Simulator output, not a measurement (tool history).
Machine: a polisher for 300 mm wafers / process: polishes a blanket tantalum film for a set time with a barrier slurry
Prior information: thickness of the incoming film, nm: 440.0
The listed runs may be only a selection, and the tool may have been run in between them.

run  hour  flow of slurry (ml/min)  pressure of the wafer on the pad (psi)  speed of the pad under the wafer (cm/s)  abrasive content of the slurry  polishing time (s)  film removed (Å)
  1     0                      275                                     2.4                                       82                               1                 110            1610.8
  2   8.4                      275                                     2.2                                       82                               1                 110            1446.9
  3  11.6                      275                                     2.1                                       82                               1                 110              1391
  4  19.9                      275                                     2.3                                       82                               1                 110            1521.9
  5  26.9                      275                                     2.3                                       96                               1                 110            1720.6
  6  29.4                      275                                     2.3                                       96                               1                 110            1754.8

What does the tool deliver on the next run?
  7  37.6                      275                                     2.3                                       96                               1                 110                 ?

film removed (Å): 1751.9
